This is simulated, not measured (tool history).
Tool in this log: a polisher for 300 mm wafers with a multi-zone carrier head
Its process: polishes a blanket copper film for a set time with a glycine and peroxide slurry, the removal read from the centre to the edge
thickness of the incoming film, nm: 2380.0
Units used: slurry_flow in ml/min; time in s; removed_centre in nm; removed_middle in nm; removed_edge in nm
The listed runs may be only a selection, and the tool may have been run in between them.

| run | day | slurry_flow | centre_zone | middle_zone | edge_zone | time | removed_centre | removed_middle | removed_edge |
|---|---|---|---|---|---|---|---|---|---|
| 1 | 0.000 | 170 | 1.00 | 1.00 | 1.00 | 85 | 449.06 | 470.20 | 478.53 |
| 2 | 0.062 | 165 | 0.99 | 0.99 | 0.99 | 81 | 414.59 | 436.57 | 449.62 |
| 3 | 0.258 | 165 | 0.99 | 0.99 | 0.99 | 94 | 498.41 | 519.45 | 521.49 |
| 4 | 0.604 | 160 | 0.98 | 0.98 | 0.98 | 90 | 459.18 | 477.07 | 489.97 |
| 5 | 0.771 | 160 | 0.98 | 0.91 | 0.98 | 90 | 468.08 | 444.63 | 494.37 |
| 6 | 0.912 | 160 | 0.98 | 0.84 | 0.98 | 90 | 472.70 | 415.10 | 492.08 |
| 7 | 1.279 | 160 | 0.98 | 0.84 | 0.98 | 90 | 453.77 | 419.13 | 490.54 |
| 8 | 1.588 | 155 | 0.97 | 0.84 | 0.97 | 86 | 437.94 | 398.32 | 472.55 |
| 9 | 1.721 | 155 | 0.97 | 0.85 | 0.96 | 81 | 414.10 | 379.17 | 436.63 |
| 10 | 1.850 | 150 | 0.96 | 0.85 | 0.95 | 78 | 386.02 | 367.42 | 419.39 |
| 11 | 1.888 | 150 | 0.96 | 0.85 | 0.94 | 75 | 371.45 | 355.53 | 398.41 |
| 12 | 2.083 | 145 | 0.96 | 0.85 | 0.94 | 73 | 348.82 | 337.52 | 386.54 |
| 13 | 2.325 | 145 | 0.96 | 0.85 | 0.94 | 73 | 357.56 | 342.15 | 390.74 |
| 14 | 2.621 | 145 | 0.96 | 0.85 | 0.93 | 71 | 351.62 | 328.99 | 380.13 |
| 15 | 2.896 | 145 | 0.96 | 0.85 | 0.93 | 71 | 353.42 | 331.60 | 375.63 |
| 16 | 3.242 | 140 | 0.95 | 0.85 | 0.92 | 69 | 331.96 | 317.76 | 362.24 |
| 17 | 3.346 | 140 | 0.94 | 0.85 | 0.91 | 68 | 317.84 | 316.83 | 358.20 |

Run 18 comes next. What will it give?
| 18 | 3.521 | 120 | 0.93 | 0.82 | 0.84 | 49 | ? | ? | ? |

Run 18 yielded removed_centre 221.50 nm, removed_middle 211.57 nm, removed_edge 239.36 nm.

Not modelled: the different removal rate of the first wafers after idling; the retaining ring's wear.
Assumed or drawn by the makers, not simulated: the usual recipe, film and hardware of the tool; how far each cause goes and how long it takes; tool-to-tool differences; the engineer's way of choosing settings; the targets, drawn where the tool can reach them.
